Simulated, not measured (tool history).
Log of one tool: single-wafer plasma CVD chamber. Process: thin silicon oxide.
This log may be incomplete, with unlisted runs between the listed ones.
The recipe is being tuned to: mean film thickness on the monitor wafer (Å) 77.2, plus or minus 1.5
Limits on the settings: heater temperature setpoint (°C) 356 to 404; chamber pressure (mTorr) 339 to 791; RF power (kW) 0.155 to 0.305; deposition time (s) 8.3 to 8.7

run  hour  heater temperature setpoint (°C)  chamber pressure (mTorr)  RF power (kW)  deposition time (s)  mean film thickness on the monitor wafer (Å)
  1     0                               380                       565           0.23                  8.7                                        100.84
  2   2.8                               380                       565           0.23                  8.7                                        99.923
  3   6.1                               380                       535           0.23                  8.7                                        94.343
  4   8.6                               380                       513           0.23                  8.7                                        91.153
  5  10.5                               380                       493           0.23                  8.7                                        87.302
  6  17.4                               380                       406           0.23                  8.7                                        72.503
  7  19.3                               380                       413           0.23                  8.7                                        74.339
  8  20.2                               380                       417           0.23                  8.7                                         74.97
  9  22.2                               380                       420           0.23                  8.7                                          75.4
 10  22.9                               380                       423           0.23                  8.7                                        75.634

5 next moves are on the table. One of them brings every result within its allowed miss. Which?
  A  23.6                               386                       460           0.22                  8.7                                             ?
  B  23.6                               374                       437           0.24                  8.7                                             ?
  C  23.6                               381                       435          0.245                  8.6                                             ?
  D  23.6                               374                       434          0.235                  8.5                                             ?
  E  23.6                               385                       464           0.22                  8.6                                             ?

move  mean film thickness on the monitor wafer (Å)
   A                                        79.787
   B                                        80.025
   C                                        79.296
   D                                        76.768
   E                                        79.568
A: pushes the last run's worst result past its target
B: pushes the last run's worst result past its target
C: pushes the last run's worst result past its target
D: each result inside its tolerance
E: pushes the last run's worst result past its target
Correct choice: D, which meets every target
